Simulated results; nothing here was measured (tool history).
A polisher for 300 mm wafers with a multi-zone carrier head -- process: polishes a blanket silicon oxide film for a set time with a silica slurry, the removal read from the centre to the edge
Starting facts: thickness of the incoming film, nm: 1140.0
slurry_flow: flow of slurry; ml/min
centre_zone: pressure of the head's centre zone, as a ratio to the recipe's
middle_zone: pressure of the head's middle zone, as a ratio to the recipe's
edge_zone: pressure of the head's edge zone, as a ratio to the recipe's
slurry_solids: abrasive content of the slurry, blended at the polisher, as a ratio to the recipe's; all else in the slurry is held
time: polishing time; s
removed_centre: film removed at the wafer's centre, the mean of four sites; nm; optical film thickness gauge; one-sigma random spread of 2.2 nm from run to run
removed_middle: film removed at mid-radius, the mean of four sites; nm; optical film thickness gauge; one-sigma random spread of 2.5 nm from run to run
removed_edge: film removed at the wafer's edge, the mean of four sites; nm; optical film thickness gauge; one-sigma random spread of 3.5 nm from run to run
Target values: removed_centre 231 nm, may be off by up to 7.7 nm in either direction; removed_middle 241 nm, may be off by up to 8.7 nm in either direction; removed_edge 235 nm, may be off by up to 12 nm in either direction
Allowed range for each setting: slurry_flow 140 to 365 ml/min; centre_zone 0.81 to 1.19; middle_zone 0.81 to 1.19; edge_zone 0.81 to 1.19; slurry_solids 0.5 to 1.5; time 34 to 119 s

{"run": 1, "hour": 0.0, "slurry_flow": 235, "centre_zone": 1, "middle_zone": 1, "edge_zone": 1, "slurry_solids": 1, "time": 76, "removed_centre": 275.75, "removed_middle": 279.92, "removed_edge": 268.92}
{"run": 2, "hour": 8.4, "slurry_flow": 235, "centre_zone": 1, "middle_zone": 1, "edge_zone": 1, "slurry_solids": 0.85, "time": 76, "removed_centre": 248.07, "removed_middle": 251.17, "removed_edge": 250.33}
{"run": 3, "hour": 15.2, "slurry_flow": 235, "centre_zone": 1, "middle_zone": 1.07, "edge_zone": 1, "slurry_solids": 0.85, "time": 76, "removed_centre": 250.56, "removed_middle": 275.79, "removed_edge": 251.09}
{"run": 4, "hour": 15.7, "slurry_flow": 235, "centre_zone": 1, "middle_zone": 1.07, "edge_zone": 1, "slurry_solids": 0.85, "time": 66, "removed_centre": 219.42, "removed_middle": 236.73, "removed_edge": 217.61}
{"run": 5, "hour": 17.3, "slurry_flow": 235, "centre_zone": 1, "middle_zone": 1.07, "edge_zone": 1, "slurry_solids": 0.85, "time": 54, "removed_centre": 179.17, "removed_middle": 193.01, "removed_edge": 182.69}
{"run": 6, "hour": 24.3, "slurry_flow": 240, "centre_zone": 1.01, "middle_zone": 1.08, "edge_zone": 1.04, "slurry_solids": 0.9, "time": 54, "removed_centre": 186.11, "removed_middle": 204.76, "removed_edge": 183.76}
{"run": 7, "hour": 25.2, "slurry_flow": 225, "centre_zone": 1, "middle_zone": 1.05, "edge_zone": 1.03, "slurry_solids": 1, "time": 55, "removed_centre": 198.88, "removed_middle": 212.02, "removed_edge": 201.72}
{"run": 8, "hour": 28.2, "slurry_flow": 225, "centre_zone": 1, "middle_zone": 1.05, "edge_zone": 1.03, "slurry_solids": 1, "time": 55, "removed_centre": 197.23, "removed_middle": 213.32, "removed_edge": 203.05}
{"run": 9, "hour": 36.7, "slurry_flow": 215, "centre_zone": 1.01, "middle_zone": 1.05, "edge_zone": 1.03, "slurry_solids": 1.05, "time": 55, "removed_centre": 207.3, "removed_middle": 217.05, "removed_edge": 207.22}
{"run": 10, "hour": 40.4, "slurry_flow": 205, "centre_zone": 1.01, "middle_zone": 1.05, "edge_zone": 1.03, "slurry_solids": 1.1, "time": 55, "removed_centre": 213.36, "removed_middle": 226.53, "removed_edge": 210.68}
{"run": 11, "hour": 42.7, "slurry_flow": 205, "centre_zone": 1, "middle_zone": 1.04, "edge_zone": 1.04, "slurry_solids": 1.15, "time": 55, "removed_centre": 210.53, "removed_middle": 220.94, "removed_edge": 208.64}
{"run": 12, "hour": 45.7, "slurry_flow": 245, "centre_zone": 1.02, "middle_zone": 1.08, "edge_zone": 1.14, "slurry_solids": 1.35, "time": 57, "removed_centre": 246.14, "removed_middle": 266.06, "removed_edge": 255.08}

Exactly one of the 4 candidate moves below puts every result within its allowed miss. Which one?
{"run": "A", "hour": 48.7, "slurry_flow": 280, "centre_zone": 1.09, "middle_zone": 1.04, "edge_zone": 1.09, "slurry_solids": 1.45, "time": 58, "removed_centre": "?", "removed_middle": "?", "removed_edge": "?"}
{"run": "B", "hour": 48.7, "slurry_flow": 315, "centre_zone": 1.02, "middle_zone": 1.05, "edge_zone": 1.09, "slurry_solids": 1.1, "time": 58, "removed_centre": "?", "removed_middle": "?", "removed_edge": "?"}
{"run": "C", "hour": 48.7, "slurry_flow": 270, "centre_zone": 0.96, "middle_zone": 0.83, "edge_zone": 1.19, "slurry_solids": 1.3, "time": 66, "removed_centre": "?", "removed_middle": "?", "removed_edge": "?"}
{"run": "D", "hour": 48.7, "slurry_flow": 240, "centre_zone": 1.01, "middle_zone": 0.9, "edge_zone": 1.19, "slurry_solids": 1.25, "time": 59, "removed_centre": "?", "removed_middle": "?", "removed_edge": "?"}

move=A removed_centre=284.02 removed_middle=270.37 removed_edge=269.36
move=B removed_centre=236.86 removed_middle=242.81 removed_edge=239.39
move=C removed_centre=270.45 removed_middle=244.91 removed_edge=306.51
move=D removed_centre=247.57 removed_middle=227.08 removed_edge=267.1
A: further off than the last run
B: all results in spec
C: gets the furthest-off result to its target, but another result is out of tolerance
D: carries the result that was furthest off beyond its target, to the other side
B meets every target.

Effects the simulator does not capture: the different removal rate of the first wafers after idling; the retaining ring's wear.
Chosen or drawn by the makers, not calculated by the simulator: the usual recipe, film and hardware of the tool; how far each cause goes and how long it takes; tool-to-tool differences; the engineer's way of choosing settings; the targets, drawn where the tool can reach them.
